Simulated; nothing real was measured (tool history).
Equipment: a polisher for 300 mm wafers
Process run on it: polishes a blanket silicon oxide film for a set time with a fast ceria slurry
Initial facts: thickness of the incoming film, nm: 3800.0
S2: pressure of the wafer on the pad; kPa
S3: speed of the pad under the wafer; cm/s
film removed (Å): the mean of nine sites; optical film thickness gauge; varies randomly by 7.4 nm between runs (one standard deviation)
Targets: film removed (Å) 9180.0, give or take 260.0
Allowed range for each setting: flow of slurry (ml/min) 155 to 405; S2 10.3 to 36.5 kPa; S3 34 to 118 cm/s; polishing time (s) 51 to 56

{"run": 1, "hour": 0.0, "flow of slurry (ml/min)": 260, "S2": 23.4, "S3": 76, "polishing time (s)": 56, "film removed (Å)": 7479.1}
{"run": 2, "hour": 5.0, "flow of slurry (ml/min)": 260, "S2": 24.1, "S3": 76, "polishing time (s)": 56, "film removed (Å)": 7539.8}
{"run": 3, "hour": 11.2, "flow of slurry (ml/min)": 260, "S2": 22.1, "S3": 76, "polishing time (s)": 56, "film removed (Å)": 6998.8}
{"run": 4, "hour": 19.9, "flow of slurry (ml/min)": 215, "S2": 22.1, "S3": 76, "polishing time (s)": 56, "film removed (Å)": 6913.0}
{"run": 5, "hour": 28.9, "flow of slurry (ml/min)": 215, "S2": 22.1, "S3": 82, "polishing time (s)": 56, "film removed (Å)": 7281.2}
{"run": 6, "hour": 34.7, "flow of slurry (ml/min)": 255, "S2": 22.1, "S3": 82, "polishing time (s)": 56, "film removed (Å)": 7505.1}
{"run": 7, "hour": 41.6, "flow of slurry (ml/min)": 260, "S2": 22.8, "S3": 82, "polishing time (s)": 56, "film removed (Å)": 7649.6}
{"run": 8, "hour": 42.6, "flow of slurry (ml/min)": 260, "S2": 28.3, "S3": 82, "polishing time (s)": 56, "film removed (Å)": 9461.5}

Of the 4 settings listed for the next run, only one would bring every result within its allowed miss of target. Which one?
{"run": "A", "hour": 43.6, "flow of slurry (ml/min)": 270, "S2": 29.6, "S3": 84, "polishing time (s)": 53, "film removed (Å)": "?"}
{"run": "B", "hour": 43.6, "flow of slurry (ml/min)": 250, "S2": 26.9, "S3": 90, "polishing time (s)": 52, "film removed (Å)": "?"}
{"run": "C", "hour": 43.6, "flow of slurry (ml/min)": 300, "S2": 30.3, "S3": 78, "polishing time (s)": 56, "film removed (Å)": "?"}
{"run": "D", "hour": 43.6, "flow of slurry (ml/min)": 270, "S2": 30.3, "S3": 78, "polishing time (s)": 56, "film removed (Å)": "?"}

move=A film_removed_(Å)=9733.0
move=B film_removed_(Å)=9214.5
move=C film_removed_(Å)=9881.9
move=D film_removed_(Å)=9786.6
A: misses by more than the last run did
B: every result within its allowed miss
C: misses by more than the last run did
D: misses by more than the last run did
Answer: B
